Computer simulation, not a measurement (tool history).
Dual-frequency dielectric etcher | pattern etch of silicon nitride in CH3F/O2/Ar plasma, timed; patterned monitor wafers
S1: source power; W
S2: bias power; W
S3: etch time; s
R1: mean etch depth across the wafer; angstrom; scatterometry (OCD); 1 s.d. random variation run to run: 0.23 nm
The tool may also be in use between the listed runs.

run	hour	S1	S2	S3	R1
1	0.0	280	66	60.5	392.99
2	8.9	280	61	60.5	380.36
3	10.2	290	62	60.5	390.69
4	19.1	290	62	60.5	389.26
5	22.4	290	62	60.5	389.77
6	30.0	300	62	60.5	398.01
7	31.5	310	62	60.5	401.91
8	34.6	320	62	60.5	411.28

Run 9 has not been measured yet. What should we expect?
9	43.1	330	62	60.5	?

R1: 418.21 angstrom
